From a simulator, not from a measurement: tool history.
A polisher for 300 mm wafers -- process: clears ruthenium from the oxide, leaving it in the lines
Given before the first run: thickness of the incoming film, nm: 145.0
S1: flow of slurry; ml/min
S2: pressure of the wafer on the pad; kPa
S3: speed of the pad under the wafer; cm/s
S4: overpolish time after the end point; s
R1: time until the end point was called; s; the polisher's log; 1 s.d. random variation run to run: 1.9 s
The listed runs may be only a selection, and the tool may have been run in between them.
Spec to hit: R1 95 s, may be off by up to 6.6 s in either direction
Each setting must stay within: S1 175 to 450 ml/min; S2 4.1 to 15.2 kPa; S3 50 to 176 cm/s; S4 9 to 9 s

Run 1, hour 0: S1 290 ml/min, S2 9.7 kPa, S3 112 cm/s, S4 9 s. Result: R1 203.58 s.
Run 2, hour 2.2: S1 290 ml/min, S2 8.3 kPa, S3 112 cm/s, S4 9 s. Result: R1 233.58 s.
Run 3, hour 9.5: S1 290 ml/min, S2 8.3 kPa, S3 96 cm/s, S4 9 s. Result: R1 279.38 s.
Run 4, hour 14.7: S1 290 ml/min, S2 9.7 kPa, S3 104 cm/s, S4 9 s. Result: R1 223.14 s.
Run 5, hour 22.7: S1 290 ml/min, S2 10.3 kPa, S3 110 cm/s, S4 9 s. Result: R1 190.25 s.
Run 6, hour 26.1: S1 290 ml/min, S2 10.3 kPa, S3 110 cm/s, S4 9 s. Result: R1 187.32 s.
Run 7, hour 32.2: S1 290 ml/min, S2 11 kPa, S3 112 cm/s, S4 9 s. Result: R1 177.44 s.
Run 8, hour 38.9: S1 290 ml/min, S2 11.7 kPa, S3 116 cm/s, S4 9 s. Result: R1 161.93 s.
Run 9, hour 45: S1 290 ml/min, S2 12.4 kPa, S3 120 cm/s, S4 9 s. Result: R1 148.58 s.

Which single option among these 5 for the next run brings every result within its allowed miss of target? Just one does.
Run A, hour 51.1: S1 265 ml/min, S2 15.2 kPa, S3 176 cm/s, S4 9 s. Result: R1 ?.
Run B, hour 51.1: S1 315 ml/min, S2 15.2 kPa, S3 150 cm/s, S4 9 s. Result: R1 ?.
Run C, hour 51.1: S1 315 ml/min, S2 15.2 kPa, S3 172 cm/s, S4 9 s. Result: R1 ?.
Run D, hour 51.1: S1 290 ml/min, S2 9.7 kPa, S3 130 cm/s, S4 9 s. Result: R1 ?.
Run E, hour 51.1: S1 300 ml/min, S2 9 kPa, S3 88 cm/s, S4 9 s. Result: R1 ?.

move      R1
   A  82.076
   B   94.29
   C  82.468
   D  169.88
   E  265.44
A: takes the result that was furthest off past its target
B: hits every target within its allowed miss
C: takes the result that was furthest off past its target
D: moves away from the targets compared with the last run
E: moves away from the targets compared with the last run
B meets every target.
